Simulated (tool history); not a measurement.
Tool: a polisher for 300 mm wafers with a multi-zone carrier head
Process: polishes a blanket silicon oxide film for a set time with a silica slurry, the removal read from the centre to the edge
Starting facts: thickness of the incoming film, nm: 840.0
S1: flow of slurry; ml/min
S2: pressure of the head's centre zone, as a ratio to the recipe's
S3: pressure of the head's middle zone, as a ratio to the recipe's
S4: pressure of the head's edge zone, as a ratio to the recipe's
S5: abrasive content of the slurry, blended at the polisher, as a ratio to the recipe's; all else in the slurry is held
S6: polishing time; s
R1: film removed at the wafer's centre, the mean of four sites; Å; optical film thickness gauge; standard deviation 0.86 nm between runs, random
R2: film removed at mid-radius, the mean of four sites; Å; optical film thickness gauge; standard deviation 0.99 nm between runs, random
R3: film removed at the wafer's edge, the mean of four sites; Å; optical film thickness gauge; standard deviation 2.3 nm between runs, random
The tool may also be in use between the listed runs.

run 1 day=0 | S1=275 S2=1 S3=1 S4=1 S5=1 S6=65 | R1=2540.8 R2=2655.1 R3=2718.5
run 2 day=0.221 | S1=275 S2=1 S3=1 S4=0.96 S5=1 S6=65 | R1=2569.9 R2=2656.8 R3=2699.5
run 3 day=0.458 | S1=270 S2=0.96 S3=0.98 S4=0.93 S5=0.85 S6=61 | R1=2192.7 R2=2334.8 R3=2344.6
run 4 day=0.504 | S1=260 S2=0.93 S3=0.95 S4=0.92 S5=0.75 S6=58 | R1=1925.7 R2=2110.6 R3=2198.2
run 5 day=0.6 | S1=260 S2=0.93 S3=0.95 S4=0.88 S5=0.75 S6=58 | R1=1929.7 R2=2103.8 R3=2106.5
run 6 day=0.938 | S1=260 S2=0.93 S3=0.95 S4=0.88 S5=0.95 S6=58 | R1=2069.5 R2=2253.2 R3=2248.7
run 7 day=1.154 | S1=255 S2=0.91 S3=0.92 S4=0.86 S5=0.85 S6=56 | R1=1890.5 R2=2082.9 R3=2049.6
run 8 day=1.367 | S1=245 S2=0.9 S3=0.89 S4=0.86 S5=0.75 S6=55 | R1=1763.6 R2=1888 R3=1949.2
run 9 day=1.633 | S1=235 S2=0.88 S3=0.87 S4=0.85 S5=0.7 S6=54 | R1=1631.2 R2=1768.8 R3=1871.5

Predict the results of run 10:
run 10 day=1.788 | S1=235 S2=0.87 S3=0.86 S4=0.84 S5=0.65 S6=54 | R1=? R2=? R3=?

Run 10 came out at R1 1596.6 Å, R2 1724.2 Å, R3 1854.7 Å.
